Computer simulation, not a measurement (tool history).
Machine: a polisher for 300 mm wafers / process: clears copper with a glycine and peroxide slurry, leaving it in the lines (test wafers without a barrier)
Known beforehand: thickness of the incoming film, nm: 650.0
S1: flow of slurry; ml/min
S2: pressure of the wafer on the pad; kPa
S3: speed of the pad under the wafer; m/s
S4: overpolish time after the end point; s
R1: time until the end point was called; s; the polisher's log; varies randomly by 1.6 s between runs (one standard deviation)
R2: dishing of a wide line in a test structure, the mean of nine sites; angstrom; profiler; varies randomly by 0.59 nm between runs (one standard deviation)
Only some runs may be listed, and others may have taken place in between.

Run 1, day 0: S1 165 ml/min, S2 18.6 kPa, S3 1.1 m/s, S4 30 s. Result: R1 120.28 s, R2 534.27 angstrom.
Run 2, day 0.179: S1 165 ml/min, S2 18.6 kPa, S3 1.24 m/s, S4 30 s. Result: R1 104.73 s, R2 549.77 angstrom.
Run 3, day 0.508: S1 165 ml/min, S2 18.6 kPa, S3 1.36 m/s, S4 30 s. Result: R1 97.953 s, R2 539.07 angstrom.
Run 4, day 0.867: S1 165 ml/min, S2 18.6 kPa, S3 1.08 m/s, S4 30 s. Result: R1 124.34 s, R2 536.74 angstrom.
Run 5, day 0.992: S1 140 ml/min, S2 18.6 kPa, S3 1.08 m/s, S4 30 s. Result: R1 124.6 s, R2 514.99 angstrom.
Run 6, day 1.15: S1 130 ml/min, S2 19.3 kPa, S3 1.14 m/s, S4 25 s. Result: R1 122.23 s, R2 505.41 angstrom.

Forecast run 7:
Run 7, day 1.35: S1 125 ml/min, S2 18.6 kPa, S3 1.28 m/s, S4 21 s. Result: R1 ?, R2 ?.

Logged for run 7: R1 108.42 s, R2 473.4 angstrom.

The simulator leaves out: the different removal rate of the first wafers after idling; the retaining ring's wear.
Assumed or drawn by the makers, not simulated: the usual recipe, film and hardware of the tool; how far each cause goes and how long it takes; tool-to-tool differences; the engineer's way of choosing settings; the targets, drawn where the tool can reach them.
